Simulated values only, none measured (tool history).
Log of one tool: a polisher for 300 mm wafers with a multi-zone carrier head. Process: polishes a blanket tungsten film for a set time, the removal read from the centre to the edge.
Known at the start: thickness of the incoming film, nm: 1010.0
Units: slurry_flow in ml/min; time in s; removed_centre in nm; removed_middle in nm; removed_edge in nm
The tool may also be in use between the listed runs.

Run 1, hour 0: slurry_flow 265 ml/min, centre_zone 1, middle_zone 1, edge_zone 1, slurry_solids 1, time 34 s. Result: removed_centre 133.87 nm, removed_middle 135.35 nm, removed_edge 132.83 nm.
Run 2, hour 4.4: slurry_flow 260 ml/min, centre_zone 0.98, middle_zone 0.97, edge_zone 1, slurry_solids 0.95, time 34 s. Result: removed_centre 128.46 nm, removed_middle 129.34 nm, removed_edge 131.8 nm.
Run 3, hour 11.4: slurry_flow 255 ml/min, centre_zone 0.96, middle_zone 0.95, edge_zone 0.99, slurry_solids 0.9, time 34 s. Result: removed_centre 125.1 nm, removed_middle 121.41 nm, removed_edge 132.12 nm.
Run 4, hour 18.4: slurry_flow 255 ml/min, centre_zone 0.94, middle_zone 0.95, edge_zone 0.98, slurry_solids 0.85, time 34 s. Result: removed_centre 120.55 nm, removed_middle 122.11 nm, removed_edge 130.52 nm.
Run 5, hour 26.5: slurry_flow 255 ml/min, centre_zone 0.93, middle_zone 0.94, edge_zone 0.97, slurry_solids 0.8, time 34 s. Result: removed_centre 118.59 nm, removed_middle 121.24 nm, removed_edge 125.27 nm.
Run 6, hour 29.6: slurry_flow 250 ml/min, centre_zone 0.91, middle_zone 0.92, edge_zone 0.97, slurry_solids 0.75, time 34 s. Result: removed_centre 113.66 nm, removed_middle 116.51 nm, removed_edge 126.06 nm.
Run 7, hour 37.9: slurry_flow 225 ml/min, centre_zone 0.84, middle_zone 0.82, edge_zone 0.87, slurry_solids 0.55, time 33 s. Result: removed_centre 95.579 nm, removed_middle 96.725 nm, removed_edge 110.19 nm.

Run 8 comes next. What will it give?
Run 8, hour 39.3: slurry_flow 230 ml/min, centre_zone 0.84, middle_zone 0.82, edge_zone 0.88, slurry_solids 0.55, time 33 s. Result: removed_centre ?, removed_middle ?, removed_edge ?.

Run 8 gave removed_centre 96.182 nm, removed_middle 98.227 nm, removed_edge 112.03 nm.
